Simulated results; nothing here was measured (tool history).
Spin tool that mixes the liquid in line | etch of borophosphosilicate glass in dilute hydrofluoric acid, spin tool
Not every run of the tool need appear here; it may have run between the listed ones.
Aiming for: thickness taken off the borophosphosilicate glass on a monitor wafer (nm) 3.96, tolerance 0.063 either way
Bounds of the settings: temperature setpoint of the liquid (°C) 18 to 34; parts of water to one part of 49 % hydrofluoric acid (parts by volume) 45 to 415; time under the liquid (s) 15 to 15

run,hour,temperature setpoint of the liquid (°C),parts of water to one part of 49 % hydrofluoric acid (parts by volume),time under the liquid (s),thickness taken off the borophosphosilicate glass on a monitor wafer (nm)
1,0,26,230,15,2.555
2,5.3,26,295,15,1.8647
3,5.9,22.5,295,15,1.6256
4,14.2,22.5,295,15,1.6458
5,16.8,25,270,15,2.0027
6,20,27,250,15,2.3693
7,20.6,28.5,235,15,2.7018
8,25.7,30,225,15,3.0019
9,29.1,31,220,15,3.2105

Exercise: of the 5 proposed moves below, exactly one satisfies all targets within the stated allowed misses. Which move is it?
A,32.5,30,235,15,?
B,32.5,33,190,15,?
C,32.5,32,215,15,?
D,32.5,34,200,15,?
E,32.5,28,155,15,?

move,thickness taken off the borophosphosilicate glass on a monitor wafer (nm)
A,2.8604
B,4.14
C,3.4257
D,4.0127
E,4.4535
A: its largest miss is bigger than the last run's
B: the result that was furthest off in the last run now lies on the other side of its target
C: closer than the last run, but not yet in spec
D: hits every target within its allowed miss
E: the result that was furthest off in the last run now lies on the other side of its target
Move D is the one to make.
